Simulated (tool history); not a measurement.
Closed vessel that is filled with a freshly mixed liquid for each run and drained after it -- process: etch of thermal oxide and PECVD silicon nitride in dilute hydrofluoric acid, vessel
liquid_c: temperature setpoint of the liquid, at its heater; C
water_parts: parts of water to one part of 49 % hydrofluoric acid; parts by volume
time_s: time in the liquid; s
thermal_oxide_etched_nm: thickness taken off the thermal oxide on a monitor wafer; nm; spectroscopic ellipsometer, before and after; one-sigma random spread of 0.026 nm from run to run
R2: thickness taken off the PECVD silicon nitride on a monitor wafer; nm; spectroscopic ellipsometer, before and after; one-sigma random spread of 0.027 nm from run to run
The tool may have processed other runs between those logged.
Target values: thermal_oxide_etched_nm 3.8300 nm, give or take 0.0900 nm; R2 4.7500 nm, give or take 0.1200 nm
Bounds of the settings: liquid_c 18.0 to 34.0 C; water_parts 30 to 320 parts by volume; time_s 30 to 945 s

{"run": 1, "hour": 0.0, "liquid_c": 26.0, "water_parts": 175, "time_s": 480, "thermal_oxide_etched_nm": 12.776, "R2": 16.577}
{"run": 2, "hour": 5.7, "liquid_c": 26.0, "water_parts": 125, "time_s": 480, "thermal_oxide_etched_nm": 18.954, "R2": 23.491}
{"run": 3, "hour": 9.2, "liquid_c": 24.0, "water_parts": 180, "time_s": 480, "thermal_oxide_etched_nm": 11.494, "R2": 14.472}
{"run": 4, "hour": 11.9, "liquid_c": 22.0, "water_parts": 215, "time_s": 475, "thermal_oxide_etched_nm": 8.3294, "R2": 10.346}
{"run": 5, "hour": 14.5, "liquid_c": 22.0, "water_parts": 260, "time_s": 475, "thermal_oxide_etched_nm": 6.6297, "R2": 8.7368}
{"run": 6, "hour": 15.9, "liquid_c": 22.0, "water_parts": 200, "time_s": 475, "thermal_oxide_etched_nm": 9.1938, "R2": 11.311}
{"run": 7, "hour": 17.6, "liquid_c": 18.0, "water_parts": 270, "time_s": 415, "thermal_oxide_etched_nm": 4.7156, "R2": 5.6749}
{"run": 8, "hour": 22.4, "liquid_c": 18.0, "water_parts": 280, "time_s": 410, "thermal_oxide_etched_nm": 4.4868, "R2": 5.4133}
{"run": 9, "hour": 30.9, "liquid_c": 18.0, "water_parts": 310, "time_s": 410, "thermal_oxide_etched_nm": 3.9459, "R2": 4.9436}

Exactly one of the 4 candidate moves below puts every result within its allowed miss. Which one?
{"run": "A", "hour": 39.4, "liquid_c": 18.5, "water_parts": 310, "time_s": 410, "thermal_oxide_etched_nm": "?", "R2": "?"}
{"run": "B", "hour": 39.4, "liquid_c": 18.5, "water_parts": 290, "time_s": 360, "thermal_oxide_etched_nm": "?", "R2": "?"}
{"run": "C", "hour": 39.4, "liquid_c": 21.5, "water_parts": 320, "time_s": 345, "thermal_oxide_etched_nm": "?", "R2": "?"}
{"run": "D", "hour": 39.4, "liquid_c": 19.5, "water_parts": 320, "time_s": 395, "thermal_oxide_etched_nm": "?", "R2": "?"}

move=A thermal_oxide_etched_nm=4.0489 R2=5.0947
move=B thermal_oxide_etched_nm=3.8698 R2=4.7680
move=C thermal_oxide_etched_nm=3.6410 R2=5.0199
move=D thermal_oxide_etched_nm=3.8831 R2=5.0731
A: further off than the last run
B: every result within its allowed miss
C: further off than the last run
D: further off than the last run
Correct choice: B, which meets every target

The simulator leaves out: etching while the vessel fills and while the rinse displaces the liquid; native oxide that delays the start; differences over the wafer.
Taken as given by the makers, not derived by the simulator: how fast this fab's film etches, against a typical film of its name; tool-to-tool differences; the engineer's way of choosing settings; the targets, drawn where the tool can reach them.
